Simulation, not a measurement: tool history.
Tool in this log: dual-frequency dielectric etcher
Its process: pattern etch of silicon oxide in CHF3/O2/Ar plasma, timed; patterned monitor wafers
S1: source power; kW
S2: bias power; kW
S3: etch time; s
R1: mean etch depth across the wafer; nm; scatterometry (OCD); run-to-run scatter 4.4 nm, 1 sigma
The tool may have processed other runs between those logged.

run    day    S1     S2     S3      R1
  1      0  0.87  0.155    458  925.93
  2  0.083  0.81  0.155    458  887.05
  3  0.158  0.81  0.155    458  876.97
  4  0.271  0.74  0.149  455.5  850.53
  5  0.492  0.74  0.127  455.5  816.54
  6  0.692  0.74  0.127    458  827.72
  7  0.729  0.69  0.121  449.5  783.48
  8  0.754  0.66  0.115  443.5  744.76
  9  0.854  0.63  0.113  442.5  735.09
     0.988  -- bias power generator calibrated
 10  0.988  0.61   0.11    441  720.58
 11  1.329  0.59  0.108    440  709.78
 12  1.458  0.58  0.107  439.5  704.68

What does the tool deliver on the next run?
 13  1.821  0.57  0.106  439   ?

For run 13 the tool returned R1 699.18 nm.
